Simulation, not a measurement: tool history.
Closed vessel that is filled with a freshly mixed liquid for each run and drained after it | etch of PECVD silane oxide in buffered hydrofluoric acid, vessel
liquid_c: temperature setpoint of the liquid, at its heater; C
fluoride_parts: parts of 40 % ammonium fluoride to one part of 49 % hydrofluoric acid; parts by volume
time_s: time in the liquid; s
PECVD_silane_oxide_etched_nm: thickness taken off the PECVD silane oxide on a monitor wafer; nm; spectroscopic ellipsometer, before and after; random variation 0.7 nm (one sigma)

Run 1, hour 0.0: liquid_c 20.0 C, fluoride_parts 9.5 parts by volume, time_s 85 s. Result: PECVD_silane_oxide_etched_nm 187.32 nm.
Run 2, hour 2.1: liquid_c 20.0 C, fluoride_parts 7.0 parts by volume, time_s 85 s. Result: PECVD_silane_oxide_etched_nm 258.06 nm.
Run 3, hour 4.8: liquid_c 23.5 C, fluoride_parts 7.0 parts by volume, time_s 85 s. Result: PECVD_silane_oxide_etched_nm 310.40 nm.
Run 4, hour 8.2: liquid_c 22.0 C, fluoride_parts 8.5 parts by volume, time_s 85 s. Result: PECVD_silane_oxide_etched_nm 236.18 nm.
Run 5, hour 10.7: liquid_c 20.0 C, fluoride_parts 8.5 parts by volume, time_s 85 s. Result: PECVD_silane_oxide_etched_nm 209.83 nm.
Run 6, hour 15.2: liquid_c 19.0 C, fluoride_parts 9.5 parts by volume, time_s 85 s. Result: PECVD_silane_oxide_etched_nm 179.26 nm.
Run 7, hour 20.2: liquid_c 18.5 C, fluoride_parts 10.0 parts by volume, time_s 85 s. Result: PECVD_silane_oxide_etched_nm 163.85 nm.
Run 8, hour 24.3: liquid_c 18.0 C, fluoride_parts 10.5 parts by volume, time_s 85 s. Result: PECVD_silane_oxide_etched_nm 155.51 nm.
Run 9, hour 25.3: liquid_c 18.0 C, fluoride_parts 10.5 parts by volume, time_s 85 s. Result: PECVD_silane_oxide_etched_nm 155.27 nm.
Run 10, hour 30.3: liquid_c 17.5 C, fluoride_parts 11.0 parts by volume, time_s 85 s. Result: PECVD_silane_oxide_etched_nm 146.39 nm.
Run 11, hour 37.0: liquid_c 17.5 C, fluoride_parts 11.5 parts by volume, time_s 85 s. Result: PECVD_silane_oxide_etched_nm 141.13 nm.

Run 12 comes next. What will it give?
Run 12, hour 43.3: liquid_c 17.5 C, fluoride_parts 12.0 parts by volume, time_s 85 s. Result: PECVD_silane_oxide_etched_nm ?.

Run 12 gave PECVD_silane_oxide_etched_nm 134.94 nm.

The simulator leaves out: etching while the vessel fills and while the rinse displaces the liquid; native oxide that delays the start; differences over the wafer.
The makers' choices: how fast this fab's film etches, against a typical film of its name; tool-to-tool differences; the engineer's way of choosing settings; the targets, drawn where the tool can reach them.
